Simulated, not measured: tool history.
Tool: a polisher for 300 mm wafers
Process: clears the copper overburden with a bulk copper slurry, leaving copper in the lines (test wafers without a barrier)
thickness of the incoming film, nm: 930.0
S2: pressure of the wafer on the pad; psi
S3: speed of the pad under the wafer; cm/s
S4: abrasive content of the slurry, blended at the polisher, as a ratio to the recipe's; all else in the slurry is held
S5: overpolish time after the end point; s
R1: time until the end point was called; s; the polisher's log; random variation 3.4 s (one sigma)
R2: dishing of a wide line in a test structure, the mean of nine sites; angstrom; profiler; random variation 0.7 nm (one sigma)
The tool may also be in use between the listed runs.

Run 1, hour 0: flow of slurry (ml/min) 160, S2 3.4 psi, S3 92 cm/s, S4 1, S5 26 s. Result: R1 91.577 s, R2 1166.2 angstrom.
Run 2, hour 8.3: flow of slurry (ml/min) 160, S2 3.4 psi, S3 70 cm/s, S4 1, S5 26 s. Result: R1 121.01 s, R2 987.13 angstrom.
Run 3, hour 14.7: flow of slurry (ml/min) 180, S2 3 psi, S3 66 cm/s, S4 1.1, S5 22 s. Result: R1 135.84 s, R2 818.08 angstrom.
Run 4, hour 20.5: flow of slurry (ml/min) 195, S2 2.7 psi, S3 64 cm/s, S4 1.2, S5 19 s. Result: R1 154.91 s, R2 670.5 angstrom.
Run 5, hour 23.7: flow of slurry (ml/min) 210, S2 2.7 psi, S3 64 cm/s, S4 1.2, S5 19 s. Result: R1 149.79 s, R2 676.06 angstrom.
At hour 29.5: slurry blender recalibrated.
Run 6, hour 29.5: flow of slurry (ml/min) 210, S2 2.7 psi, S3 64 cm/s, S4 1.1, S5 19 s. Result: R1 148.87 s, R2 717.82 angstrom.
Run 7, hour 32.6: flow of slurry (ml/min) 220, S2 2.5 psi, S3 64 cm/s, S4 1.2, S5 17 s. Result: R1 150.67 s, R2 641.47 angstrom.
Run 8, hour 38.9: flow of slurry (ml/min) 225, S2 2.3 psi, S3 62 cm/s, S4 1.25, S5 15 s. Result: R1 167.91 s, R2 527.19 angstrom.

Run 9 comes next. What will it give?
Run 9, hour 39.9: flow of slurry (ml/min) 225, S2 2.3 psi, S3 62 cm/s, S4 1.25, S5 15 s. Result: R1 ?, R2 ?.

{"run 9": {"R1": 163.35, "R2": 522.51}}
